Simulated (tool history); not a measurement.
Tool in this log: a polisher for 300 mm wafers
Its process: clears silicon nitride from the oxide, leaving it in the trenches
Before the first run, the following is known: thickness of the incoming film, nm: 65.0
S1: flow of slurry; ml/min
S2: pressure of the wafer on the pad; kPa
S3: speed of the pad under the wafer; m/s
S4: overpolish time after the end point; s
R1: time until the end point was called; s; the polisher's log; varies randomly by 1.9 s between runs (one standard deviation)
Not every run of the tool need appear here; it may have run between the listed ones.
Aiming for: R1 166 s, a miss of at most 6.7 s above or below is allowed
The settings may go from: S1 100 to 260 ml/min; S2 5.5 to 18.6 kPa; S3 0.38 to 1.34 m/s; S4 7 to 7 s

run	day	S1	S2	S3	S4	R1
1	0	165	11.7	0.86	7	134.14
2	0.308	165	11	0.86	7	142.88
3	0.679	185	11	0.86	7	136.04
4	0.725	205	11	0.86	7	135.22
5	1	200	10.3	0.86	7	145.29
6	1.083	195	10.3	0.86	7	147.82
7	1.35	190	10.3	0.86	7	147.36
8	1.412	185	10.3	0.86	7	149.43
9	1.571	185	10.3	0.86	7	147.61
10	1.729	180	10.3	0.86	7	146.98
11	2.017	180	9.7	0.86	7	158.32
12	2.096	175	9.7	0.86	7	158.81

5 candidate next runs follow, results not yet known. Just one meets every target within its allowed miss. Identify it.
A	2.175	165	10.3	0.9	7	?
B	2.175	215	9	1	7	?
C	2.175	155	10.3	0.88	7	?
D	2.175	155	9.7	0.84	7	?
E	2.175	190	8.3	1.12	7	?

move	R1
A	143.63
B	142.32
C	148.44
D	165.56
E	139.58
A: moves away from the targets compared with the last run
B: moves away from the targets compared with the last run
C: moves away from the targets compared with the last run
D: all results in spec
E: moves away from the targets compared with the last run
D is the move that brings every result within its allowed miss.
